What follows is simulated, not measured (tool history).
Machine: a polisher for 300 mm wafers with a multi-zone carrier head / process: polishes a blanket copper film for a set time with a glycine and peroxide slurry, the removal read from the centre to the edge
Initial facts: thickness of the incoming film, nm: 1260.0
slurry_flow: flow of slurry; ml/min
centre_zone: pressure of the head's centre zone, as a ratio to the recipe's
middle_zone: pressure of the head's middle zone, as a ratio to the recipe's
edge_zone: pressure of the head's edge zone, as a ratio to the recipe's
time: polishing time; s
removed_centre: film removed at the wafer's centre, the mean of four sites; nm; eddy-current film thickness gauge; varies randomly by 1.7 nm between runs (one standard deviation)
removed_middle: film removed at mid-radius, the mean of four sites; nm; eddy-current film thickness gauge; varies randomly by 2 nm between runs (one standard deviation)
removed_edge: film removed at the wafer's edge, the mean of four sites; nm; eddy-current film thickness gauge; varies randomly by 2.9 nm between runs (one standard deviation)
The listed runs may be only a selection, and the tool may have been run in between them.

run,day,slurry_flow,centre_zone,middle_zone,edge_zone,time,removed_centre,removed_middle,removed_edge
1,0,180,1,1,1,53,174.11,169.4,180.9
2,0.296,180,1,1,1,64,212.61,211.32,223.54
3,0.325,180,0.96,1,1,64,202.76,202.82,220.52
4,0.454,190,0.98,0.98,0.97,64,210.88,203.67,220.71
5,0.675,195,0.99,0.97,0.95,64,212.8,201.5,216.97
6,0.925,195,0.99,0.97,0.9,64,209.57,206.25,209.53
7,1.042,205,1,0.95,0.89,64,218.59,203.03,203.89
8,1.35,210,1,0.94,0.9,64,214.34,199.09,205.82

For run 9, what comes out?
9,1.392,215,1.01,0.93,0.91,64,?,?,?

Run 9 measured removed_centre 219.92 nm, removed_middle 203.4 nm, removed_edge 212.7 nm.

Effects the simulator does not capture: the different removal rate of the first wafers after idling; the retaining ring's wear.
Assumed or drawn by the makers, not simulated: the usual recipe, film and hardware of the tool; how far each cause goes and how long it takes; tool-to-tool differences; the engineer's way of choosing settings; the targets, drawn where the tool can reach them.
